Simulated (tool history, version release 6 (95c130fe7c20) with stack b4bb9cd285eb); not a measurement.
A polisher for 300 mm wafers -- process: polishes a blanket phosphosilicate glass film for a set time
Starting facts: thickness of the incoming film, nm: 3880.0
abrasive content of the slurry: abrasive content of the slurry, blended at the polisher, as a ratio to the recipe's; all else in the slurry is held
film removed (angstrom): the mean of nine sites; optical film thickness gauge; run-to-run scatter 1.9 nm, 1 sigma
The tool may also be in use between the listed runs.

| run | day | flow of slurry (ml/min) | pressure of the wafer on the pad (kPa) | speed of the pad under the wafer (m/s) | abrasive content of the slurry | polishing time (s) | film removed (angstrom) |
|---|---|---|---|---|---|---|---|
| 1 | 0 | 190 | 24.8 | 0.9 | 1 | 39 | 2888.6 |
| 2 | 0.05 | 190 | 22.8 | 0.86 | 1 | 39 | 2652 |
| 3 | 0.4 | 190 | 22.8 | 0.86 | 1.15 | 39 | 2717.2 |
| 4 | 0.729 | 190 | 20.7 | 0.82 | 1.15 | 39 | 2406.3 |
| 5 | 0.929 | 190 | 20.7 | 0.68 | 1.15 | 39 | 2109 |
| 6 | 1.258 | 190 | 19.3 | 0.66 | 1.15 | 39 | 1979.4 |
| 7 | 1.592 | 190 | 17.9 | 0.64 | 1.15 | 39 | 1810.9 |
| 8 | 1.804 | 190 | 16.5 | 0.64 | 1.15 | 39 | 1667 |
| 9 | 2.025 | 190 | 15.9 | 0.64 | 1.15 | 39 | 1604.6 |
| 10 | 2.262 | 190 | 11 | 0.62 | 1.15 | 39 | 1108.3 |

Run 11 has not been measured yet. What should we expect?
| 11 | 2.458 | 190 | 11.7 | 0.62 | 1.15 | 39 | ? |

film removed (angstrom): 1166.5
